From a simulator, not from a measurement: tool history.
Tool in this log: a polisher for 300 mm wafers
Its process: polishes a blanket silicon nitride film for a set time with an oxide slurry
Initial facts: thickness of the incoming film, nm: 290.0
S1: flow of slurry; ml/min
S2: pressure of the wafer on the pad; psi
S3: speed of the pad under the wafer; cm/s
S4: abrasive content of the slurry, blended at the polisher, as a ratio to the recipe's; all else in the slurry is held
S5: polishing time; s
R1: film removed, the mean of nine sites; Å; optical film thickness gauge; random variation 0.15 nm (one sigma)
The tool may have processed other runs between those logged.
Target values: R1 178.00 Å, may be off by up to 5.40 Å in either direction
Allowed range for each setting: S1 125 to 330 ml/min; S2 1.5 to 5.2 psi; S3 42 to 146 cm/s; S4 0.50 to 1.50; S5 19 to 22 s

| run | hour | S1 | S2 | S3 | S4 | S5 | R1 |
|---|---|---|---|---|---|---|---|
| 1 | 0.0 | 210 | 3.3 | 94 | 1.00 | 22 | 102.53 |
| 2 | 7.1 | 210 | 3.3 | 94 | 1.20 | 22 | 107.23 |
| 3 | 8.3 | 210 | 3.9 | 94 | 1.20 | 22 | 126.91 |
| 4 | 11.7 | 210 | 4.3 | 94 | 1.20 | 22 | 141.22 |
| 5 | 15.1 | 210 | 4.3 | 106 | 1.20 | 22 | 150.47 |
| 6 | 17.6 | 210 | 4.0 | 106 | 1.20 | 22 | 141.64 |
| 7 | 20.7 | 215 | 4.3 | 106 | 1.20 | 22 | 152.82 |
| 8 | 28.7 | 220 | 4.5 | 106 | 1.20 | 22 | 159.42 |
| 9 | 33.4 | 220 | 4.5 | 106 | 1.20 | 22 | 159.67 |
| 10 | 41.1 | 220 | 4.6 | 106 | 1.20 | 22 | 162.31 |
| 11 | 48.9 | 220 | 4.7 | 106 | 1.20 | 22 | 168.52 |
| 12 | 54.9 | 220 | 4.8 | 106 | 1.20 | 22 | 168.55 |

Which single option among these 4 for the next run brings every result within its allowed miss of target? Just one does.
| A | 60.9 | 185 | 4.5 | 126 | 1.00 | 21 | ? |
| B | 60.9 | 240 | 5.0 | 132 | 1.05 | 19 | ? |
| C | 60.9 | 235 | 4.1 | 110 | 1.50 | 22 | ? |
| D | 60.9 | 215 | 4.8 | 100 | 1.20 | 22 | ? |

| move | R1 |
|---|---|
| A | 160.87 |
| B | 173.92 |
| C | 159.27 |
| D | 160.75 |
A: further off than the last run
B: in spec on every target
C: further off than the last run
D: further off than the last run
B is the move that brings every result within its allowed miss.
